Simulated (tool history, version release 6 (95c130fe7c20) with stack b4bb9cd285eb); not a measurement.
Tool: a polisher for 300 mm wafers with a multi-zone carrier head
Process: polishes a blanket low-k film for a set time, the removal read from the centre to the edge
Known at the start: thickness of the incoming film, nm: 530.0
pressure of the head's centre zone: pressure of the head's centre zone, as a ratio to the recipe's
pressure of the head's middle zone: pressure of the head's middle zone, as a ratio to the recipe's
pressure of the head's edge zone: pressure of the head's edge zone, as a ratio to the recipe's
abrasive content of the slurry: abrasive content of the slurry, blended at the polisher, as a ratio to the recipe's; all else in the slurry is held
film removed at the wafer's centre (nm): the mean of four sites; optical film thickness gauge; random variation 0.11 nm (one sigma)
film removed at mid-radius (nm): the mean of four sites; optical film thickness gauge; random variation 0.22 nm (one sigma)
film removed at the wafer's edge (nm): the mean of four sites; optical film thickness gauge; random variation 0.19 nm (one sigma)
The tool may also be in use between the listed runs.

run  hour  flow of slurry (ml/min)  pressure of the head's centre zone  pressure of the head's middle zone  pressure of the head's edge zone  abrasive content of the slurry  polishing time (s)  film removed at the wafer's centre (nm)  film removed at mid-radius (nm)  film removed at the wafer's edge (nm)
  1   0.0                      125                                1.00                                1.00                              1.00                            1.00                  37                                   11.363                           11.194                                 11.509
  2   5.7                      125                                1.00                                1.00                              1.00                            1.10                  37                                   12.097                           11.903                                 12.158
  3  12.3                      125                                1.00                                1.00                              1.07                            1.10                  37                                   12.071                           12.110                                 12.943
  4  15.8                      125                                1.00                                1.00                              1.07                            1.10                  33                                   10.747                           10.774                                 10.958
  5  21.7                      130                                1.02                                1.01                              1.09                            1.20                  33                                   11.413                           11.423                                 11.825
  6  30.7                      130                                1.02                                1.01                              1.17                            1.20                  33                                   11.423                           11.152                                 12.161
  7  36.0                      140                                1.04                                1.02                              1.17                            1.25                  33                                   11.960                           11.778                                 12.573

Forecast run 8:
  8  42.6                      145                                1.06                                1.03                              1.17                            1.30                  33                                        ?                                ?                                      ?

Run 8 gave film removed at the wafer's centre (nm) 12.610, film removed at mid-radius (nm) 12.149, film removed at the wafer's edge (nm) 12.691.
